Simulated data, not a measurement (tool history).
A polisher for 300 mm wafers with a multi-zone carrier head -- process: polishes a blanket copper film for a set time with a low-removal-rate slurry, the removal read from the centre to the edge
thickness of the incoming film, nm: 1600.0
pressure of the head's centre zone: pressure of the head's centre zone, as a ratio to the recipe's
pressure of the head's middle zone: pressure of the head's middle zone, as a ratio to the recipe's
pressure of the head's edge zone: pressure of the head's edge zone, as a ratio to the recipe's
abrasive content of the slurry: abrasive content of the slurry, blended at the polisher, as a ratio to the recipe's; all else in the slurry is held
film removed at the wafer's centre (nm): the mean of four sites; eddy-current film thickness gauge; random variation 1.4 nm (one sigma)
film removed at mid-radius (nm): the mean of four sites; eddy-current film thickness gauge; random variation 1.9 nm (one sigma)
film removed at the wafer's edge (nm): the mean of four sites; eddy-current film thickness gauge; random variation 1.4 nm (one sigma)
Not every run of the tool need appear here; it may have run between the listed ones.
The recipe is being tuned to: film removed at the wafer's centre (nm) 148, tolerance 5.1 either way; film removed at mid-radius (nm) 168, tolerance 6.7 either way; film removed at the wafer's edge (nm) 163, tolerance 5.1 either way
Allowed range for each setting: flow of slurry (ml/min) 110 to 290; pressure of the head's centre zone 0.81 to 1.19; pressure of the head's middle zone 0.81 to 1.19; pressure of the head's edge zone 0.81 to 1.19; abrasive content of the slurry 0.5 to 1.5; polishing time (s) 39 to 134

run,hour,flow of slurry (ml/min),pressure of the head's centre zone,pressure of the head's middle zone,pressure of the head's edge zone,abrasive content of the slurry,polishing time (s),film removed at the wafer's centre (nm),film removed at mid-radius (nm),film removed at the wafer's edge (nm)
1,0,185,1,1,1,1,86,181.15,199.19,199.15
2,7.7,180,0.99,1,0.98,0.95,86,175.39,194.67,197.53
3,13,180,0.99,1.06,0.98,0.95,86,177.72,200.39,193.68
4,17.7,175,0.99,1.06,0.97,0.9,86,176.71,199.93,193.29
5,19.5,175,0.99,1.06,0.96,0.85,85,172.61,197.03,188.48
6,24.6,175,0.99,1.05,0.95,0.8,84,170.85,191.03,185.11
7,29.3,175,0.99,1.05,0.94,0.75,83,164.35,183.98,181.18
8,33,175,0.99,1.05,0.93,0.75,83,164.23,185.96,177.94
9,40.4,175,0.99,1.04,0.92,0.75,83,165.87,188.24,180.81
10,42,175,0.99,1.04,0.92,0.75,82,162.25,186.52,178.15

4 next moves are on the table. One of them brings every result within its allowed miss. Which?
A,43.6,155,1.02,1.19,0.81,0.8,87,?,?,?
B,43.6,130,0.84,0.98,0.81,0.9,92,?,?,?
C,43.6,165,1.08,0.99,0.96,0.7,79,?,?,?
D,43.6,185,0.97,1.02,0.92,0.7,76,?,?,?

move,film removed at the wafer's centre (nm),film removed at mid-radius (nm),film removed at the wafer's edge (nm)
A,174.01,215.62,181.14
B,147.69,190.13,190.56
C,166.61,166.42,172.52
D,146.51,167.1,165.68
A: the biggest miss grows against the last run
B: the biggest miss grows against the last run
C: the biggest miss grows against the last run
D: every result within its allowed miss
D is the move that brings every result within its allowed miss.
